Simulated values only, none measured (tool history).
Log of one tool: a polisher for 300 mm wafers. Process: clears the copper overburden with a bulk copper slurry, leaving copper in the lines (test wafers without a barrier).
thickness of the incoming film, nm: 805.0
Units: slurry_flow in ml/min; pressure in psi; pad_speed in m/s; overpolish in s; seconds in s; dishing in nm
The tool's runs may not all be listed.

| run | hour | slurry_flow | pressure | pad_speed | slurry_solids | overpolish | seconds | dishing |
|---|---|---|---|---|---|---|---|---|
| 1 | 0.0 | 205 | 2.6 | 1.12 | 1.00 | 24 | 93.679 | 43.006 |
| 2 | 2.7 | 205 | 2.6 | 1.12 | 0.80 | 24 | 96.944 | 42.475 |
| 3 | 7.3 | 205 | 2.6 | 1.12 | 0.80 | 17 | 96.871 | 40.970 |
| 4 | 13.8 | 210 | 2.2 | 1.24 | 0.70 | 14 | 101.460 | 35.815 |
| 5 | 21.3 | 210 | 2.7 | 1.24 | 0.70 | 14 | 84.273 | 39.325 |
| 6 | 25.8 | 210 | 2.7 | 1.24 | 0.70 | 18 | 85.687 | 42.791 |
| 7 | 29.3 | 205 | 2.3 | 1.28 | 0.85 | 15 | 93.411 | 38.010 |
| 8 | 34.5 | 235 | 2.0 | 1.34 | 0.75 | 13 | 102.240 | 35.727 |
| 9 | 41.9 | 235 | 2.0 | 1.34 | 0.75 | 13 | 102.390 | 35.912 |
| 10 | 48.9 | 205 | 1.8 | 1.40 | 0.70 | 11 | 110.270 | 31.450 |
| 11 | 52.1 | 185 | 1.8 | 1.44 | 0.65 | 10 | 110.290 | 29.918 |

The next listed run, before its measurement:
| 12 | 60.6 | 170 | 1.8 | 1.46 | 0.60 | 9 | ? | ? |

Run 12 gave seconds 111.290 s, dishing 28.347 nm.

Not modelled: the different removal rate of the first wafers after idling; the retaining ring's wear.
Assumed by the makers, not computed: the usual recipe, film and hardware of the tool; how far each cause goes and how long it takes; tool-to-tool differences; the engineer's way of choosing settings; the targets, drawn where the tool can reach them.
